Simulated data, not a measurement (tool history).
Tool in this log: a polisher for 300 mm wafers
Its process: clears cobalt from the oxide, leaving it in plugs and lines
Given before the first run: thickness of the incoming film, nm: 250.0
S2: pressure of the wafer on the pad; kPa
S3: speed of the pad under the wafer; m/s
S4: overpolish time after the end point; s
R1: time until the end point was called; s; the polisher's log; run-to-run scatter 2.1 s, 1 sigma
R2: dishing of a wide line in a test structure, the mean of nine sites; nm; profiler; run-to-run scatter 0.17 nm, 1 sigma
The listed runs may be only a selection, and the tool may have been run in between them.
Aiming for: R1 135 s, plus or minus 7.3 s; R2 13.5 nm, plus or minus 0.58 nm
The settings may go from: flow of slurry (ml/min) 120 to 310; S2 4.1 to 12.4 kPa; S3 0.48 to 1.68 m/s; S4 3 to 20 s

run 1 hour=0 | flow_of_slurry_(ml/min)=200 S2=8.3 S3=1.08 S4=10 | R1=68.018 R2=30.999
run 2 hour=1.3 | flow_of_slurry_(ml/min)=200 S2=8.3 S3=1.04 S4=9 | R1=71.039 R2=28.091
run 3 hour=9.5 | flow_of_slurry_(ml/min)=200 S2=8.3 S3=1.04 S4=5 | R1=71.642 R2=17.629
run 4 hour=17.4 | flow_of_slurry_(ml/min)=200 S2=7.6 S3=1.02 S4=5 | R1=79.096 R2=16.22
run 5 hour=26.4 | flow_of_slurry_(ml/min)=200 S2=6.9 S3=1 S4=5 | R1=86.916 R2=15.19
run 6 hour=28.3 | flow_of_slurry_(ml/min)=200 S2=8.3 S3=1 S4=5 | R1=72.555 R2=16.757
run 7 hour=34.8 | flow_of_slurry_(ml/min)=200 S2=7.6 S3=1 S4=5 | R1=78.915 R2=15.843
run 8 hour=36.3 | flow_of_slurry_(ml/min)=200 S2=6.9 S3=0.98 S4=5 | R1=88.446 R2=14.478
run 9 hour=39.7 | flow_of_slurry_(ml/min)=200 S2=6.9 S3=0.98 S4=5 | R1=89.463 R2=14.851
run 10 hour=43.3 | flow_of_slurry_(ml/min)=195 S2=5.5 S3=0.96 S4=6 | R1=109.15 R2=14.263
run 11 hour=50.1 | flow_of_slurry_(ml/min)=190 S2=4.8 S3=0.94 S4=7 | R1=125.8 R2=14.404
run 12 hour=54.6 | flow_of_slurry_(ml/min)=185 S2=4.1 S3=0.94 S4=7 | R1=146.35 R2=12.896
run 13 hour=55.2 | flow_of_slurry_(ml/min)=215 S2=4.8 S3=0.94 S4=7 | R1=123.72 R2=14.522
run 14 hour=59.1 | flow_of_slurry_(ml/min)=210 S2=4.8 S3=0.94 S4=7 | R1=125.86 R2=14.352
run 15 hour=63 | flow_of_slurry_(ml/min)=205 S2=4.8 S3=0.94 S4=7 | R1=127.02 R2=14.195
run 16 hour=63.6 | flow_of_slurry_(ml/min)=200 S2=4.8 S3=0.94 S4=7 | R1=126.21 R2=14.448
run 17 hour=64.9 | flow_of_slurry_(ml/min)=190 S2=4.8 S3=0.94 S4=7 | R1=126.52 R2=14.607
run 18 hour=71.4 | flow_of_slurry_(ml/min)=190 S2=4.1 S3=0.94 S4=6 | R1=140.26 R2=11.119
run 19 hour=72.5 | flow_of_slurry_(ml/min)=195 S2=4.1 S3=0.94 S4=6 | R1=138.8 R2=11.032
run 20 hour=81 | flow_of_slurry_(ml/min)=195 S2=4.1 S3=0.92 S4=6 | R1=147.17 R2=10.922
run 21 hour=88.8 | flow_of_slurry_(ml/min)=205 S2=4.1 S3=0.92 S4=7 | R1=149.17 R2=12.762
run 22 hour=89.8 | flow_of_slurry_(ml/min)=200 S2=4.1 S3=0.92 S4=7 | R1=147.67 R2=12.543
run 23 hour=94 | flow_of_slurry_(ml/min)=200 S2=4.8 S3=0.92 S4=7 | R1=123.33 R2=13.938
run 24 hour=102 | flow_of_slurry_(ml/min)=195 S2=4.8 S3=0.96 S4=7 | R1=122.75 R2=14.725

Exercise: of the 5 proposed moves below, exactly one satisfies all targets within the stated allowed misses. Which move is it?
run A hour=110 | flow_of_slurry_(ml/min)=250 S2=4.1 S3=1.26 S4=7 | R1=? R2=?
run B hour=110 | flow_of_slurry_(ml/min)=195 S2=4.1 S3=0.98 S4=8 | R1=? R2=?
run C hour=110 | flow_of_slurry_(ml/min)=290 S2=4.8 S3=1 S4=7 | R1=? R2=?
run D hour=110 | flow_of_slurry_(ml/min)=210 S2=4.1 S3=1 S4=9 | R1=? R2=?
run E hour=110 | flow_of_slurry_(ml/min)=200 S2=4.8 S3=0.88 S4=7 | R1=? R2=?

move=A R1=107.45 R2=16.448
move=B R1=141.38 R2=14.567
move=C R1=116.39 R2=15.353
move=D R1=137.28 R2=16.56
move=E R1=137.33 R2=13.277
A: moves away from the targets compared with the last run
B: better than the last run, though not everything is in spec
C: moves away from the targets compared with the last run
D: moves away from the targets compared with the last run
E: every result within its allowed miss
Move E is the one to make.

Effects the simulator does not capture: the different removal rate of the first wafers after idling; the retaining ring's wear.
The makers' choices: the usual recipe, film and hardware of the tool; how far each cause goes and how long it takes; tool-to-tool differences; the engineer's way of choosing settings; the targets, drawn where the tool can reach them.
